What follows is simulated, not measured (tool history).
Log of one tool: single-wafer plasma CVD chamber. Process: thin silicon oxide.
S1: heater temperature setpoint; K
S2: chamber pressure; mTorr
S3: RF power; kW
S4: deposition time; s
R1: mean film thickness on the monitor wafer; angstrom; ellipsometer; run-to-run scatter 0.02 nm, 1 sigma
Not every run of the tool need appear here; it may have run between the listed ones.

run,hour,S1,S2,S3,S4,R1
1,0,658.15,756,0.3,4.28,78.613
2,8.2,658.15,756,0.32,4.28,81.02
3,10,658.15,649,0.32,4.28,69.685
4,16.7,669.15,649,0.32,4.28,69.187
5,22.2,669.15,608,0.32,4.28,64.678
6,30.1,669.15,581,0.32,4.28,62.174
7,31.4,669.15,499,0.315,4.27,52.958

Run 8 comes next. What will it give?
8,37.2,669.15,510,0.315,4.27,?

{"run 8": {"R1": 53.843}}

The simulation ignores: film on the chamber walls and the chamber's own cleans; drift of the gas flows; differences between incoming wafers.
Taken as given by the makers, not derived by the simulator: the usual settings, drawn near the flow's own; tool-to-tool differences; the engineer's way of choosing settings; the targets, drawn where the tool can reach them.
